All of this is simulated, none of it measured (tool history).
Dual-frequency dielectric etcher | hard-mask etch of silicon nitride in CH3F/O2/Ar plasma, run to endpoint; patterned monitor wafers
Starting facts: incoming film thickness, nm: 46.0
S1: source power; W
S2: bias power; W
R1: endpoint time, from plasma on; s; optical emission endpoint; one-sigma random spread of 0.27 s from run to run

run 1 hour=0 | S1=340 S2=71 | R1=75.47
run 2 hour=5.6 | S1=340 S2=64 | R1=78.08
run 3 hour=10.1 | S1=340 S2=58 | R1=80.477
run 4 hour=11.9 | S1=340 S2=71 | R1=74.671
run 5 hour=14.8 | S1=360 S2=72 | R1=73.098
run 6 hour=21.4 | S1=360 S2=81 | R1=70.666
run 7 hour=25.8 | S1=380 S2=82 | R1=68.663

Expected results for the next run?
run 8 hour=32.3 | S1=390 S2=82 | R1=?

R1: 68.045 s
